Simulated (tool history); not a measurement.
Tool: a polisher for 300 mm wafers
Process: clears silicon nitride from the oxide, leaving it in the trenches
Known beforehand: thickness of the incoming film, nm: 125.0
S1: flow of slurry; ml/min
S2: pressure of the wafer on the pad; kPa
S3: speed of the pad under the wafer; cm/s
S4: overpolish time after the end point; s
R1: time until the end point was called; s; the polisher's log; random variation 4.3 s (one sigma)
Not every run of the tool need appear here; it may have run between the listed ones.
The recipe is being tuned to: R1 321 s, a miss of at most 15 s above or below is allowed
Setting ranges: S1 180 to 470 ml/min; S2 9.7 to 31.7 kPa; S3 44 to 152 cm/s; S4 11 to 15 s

{"run": 1, "hour": 0.0, "S1": 300, "S2": 20.7, "S3": 98, "S4": 15, "R1": 151.38}
{"run": 2, "hour": 8.5, "S1": 300, "S2": 17.2, "S3": 92, "S4": 15, "R1": 192.75}
{"run": 3, "hour": 14.3, "S1": 300, "S2": 15.2, "S3": 88, "S4": 15, "R1": 236.5}
{"run": 4, "hour": 19.7, "S1": 300, "S2": 13.8, "S3": 88, "S4": 15, "R1": 251.79}
{"run": 5, "hour": 22.9, "S1": 300, "S2": 13.8, "S3": 108, "S4": 15, "R1": 205.68}
{"run": 6, "hour": 30.1, "S1": 300, "S2": 12.4, "S3": 102, "S4": 15, "R1": 245.02}
{"run": 7, "hour": 37.9, "S1": 300, "S2": 11.7, "S3": 100, "S4": 15, "R1": 265.37}
{"run": 8, "hour": 44.7, "S1": 300, "S2": 11, "S3": 98, "S4": 15, "R1": 285.7}
{"run": 9, "hour": 49.8, "S1": 300, "S2": 10.3, "S3": 98, "S4": 15, "R1": 303.73}

Exactly one of the 5 candidate moves below puts every result within its allowed miss. Which one?
{"run": "A", "hour": 54.9, "S1": 315, "S2": 11.7, "S3": 96, "S4": 15, "R1": "?"}
{"run": "B", "hour": 54.9, "S1": 350, "S2": 12.4, "S3": 74, "S4": 11, "R1": "?"}
{"run": "C", "hour": 54.9, "S1": 285, "S2": 10.3, "S3": 102, "S4": 11, "R1": "?"}
{"run": "D", "hour": 54.9, "S1": 305, "S2": 11, "S3": 98, "S4": 15, "R1": "?"}
{"run": "E", "hour": 54.9, "S1": 305, "S2": 11, "S3": 96, "S4": 13, "R1": "?"}

move=A R1=270.86
move=B R1=326.78
move=C R1=290.33
move=D R1=282.05
move=E R1=287.75
A: lands further from the targets than the last run did
B: all results in spec
C: lands further from the targets than the last run did
D: lands further from the targets than the last run did
E: lands further from the targets than the last run did
Move B is the one to make.
